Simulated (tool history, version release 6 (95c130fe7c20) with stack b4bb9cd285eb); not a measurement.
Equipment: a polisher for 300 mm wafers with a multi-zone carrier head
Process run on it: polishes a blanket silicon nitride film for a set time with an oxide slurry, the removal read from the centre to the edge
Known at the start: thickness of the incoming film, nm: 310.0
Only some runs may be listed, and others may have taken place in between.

run  hour  flow of slurry (ml/min)  pressure of the head's centre zone  pressure of the head's middle zone  pressure of the head's edge zone  abrasive content of the slurry  polishing time (s)  film removed at the wafer's centre (nm)  film removed at mid-radius (nm)  film removed at the wafer's edge (nm)
  1     0                      215                                   1                                   1                                 1                               1                  75                                   72.831                           71.407                                 69.121
  2   2.2                      210                                0.97                                   1                              0.95                            0.85                  70                                   60.237                           61.606                                 60.966
  3   6.7                      210                                1.04                                   1                              0.95                            0.85                  70                                   65.097                           61.401                                 59.955
  4  11.1                      220                                1.03                                1.04                              0.92                            0.75                  64                                    56.28                           56.918                                 51.887
  5  17.6                      220                                1.03                                1.04                              0.92                             0.9                  64                                   61.264                           61.183                                 55.572
  6  23.1                      235                                1.02                                1.04                              0.91                            0.75                  61                                   53.756                           53.265                                 48.861
  7  24.9                      235                                1.02                                1.04                              0.91                            0.75                  61                                   54.069                           54.009                                 50.354
  8  30.7                      230                                1.01                                1.05                              0.89                            0.65                  60                                   49.525                           50.636                                 45.925
  9  31.3                      225                                0.99                                1.05                              0.87                             0.6                  60                                   46.076                           47.881                                 44.257
 10  35.5                      210                                0.98                                1.06                              0.85                             0.6                  60                                   45.647                           46.563                                 43.616
 11  38.7                      210                                0.98                                1.06                              0.85                             0.6                  60                                    46.04                           47.968                                  42.14
 12  42.1                      205                                0.96                                1.05                              0.85                             0.6                  60                                   44.785                           46.975                                 42.665
 13  46.9                      200                                0.95                                1.05                              0.85                             0.6                  60                                   43.906                           47.906                                 42.967

Run 14 is up next; what results do you expect?
 14  52.5                      195                                0.95                                1.04                              0.84                             0.6                  60                                        ?                                ?                                      ?

Run 14 gave film removed at the wafer's centre (nm) 43.71, film removed at mid-radius (nm) 47.119, film removed at the wafer's edge (nm) 42.674.
